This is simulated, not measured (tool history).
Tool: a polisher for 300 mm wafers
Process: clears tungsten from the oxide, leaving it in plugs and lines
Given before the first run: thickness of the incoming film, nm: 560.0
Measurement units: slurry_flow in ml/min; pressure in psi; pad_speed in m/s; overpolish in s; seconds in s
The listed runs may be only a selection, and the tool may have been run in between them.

| run | day | slurry_flow | pressure | pad_speed | slurry_solids | overpolish | seconds |
|---|---|---|---|---|---|---|---|
| 1 | 0 | 175 | 3.2 | 1.34 | 1 | 33 | 135.96 |
| 2 | 0.129 | 175 | 2.9 | 1.34 | 1 | 33 | 148.91 |
| 3 | 0.338 | 135 | 2.9 | 1.34 | 1 | 33 | 153.42 |
| 4 | 0.546 | 135 | 2.6 | 1.32 | 1 | 33 | 174.43 |
|  | 0.829 | slurry blender recalibrated |
| 5 | 0.829 | 135 | 2 | 1.32 | 1 | 33 | 200.31 |
| 6 | 0.85 | 135 | 1.9 | 1.3 | 1 | 33 | 203.54 |

What does the tool deliver on the next run?
| 7 | 0.979 | 135 | 1.8 | 1.28 | 1 | 33 | ? |

Run 7 measured seconds 230.77 s.

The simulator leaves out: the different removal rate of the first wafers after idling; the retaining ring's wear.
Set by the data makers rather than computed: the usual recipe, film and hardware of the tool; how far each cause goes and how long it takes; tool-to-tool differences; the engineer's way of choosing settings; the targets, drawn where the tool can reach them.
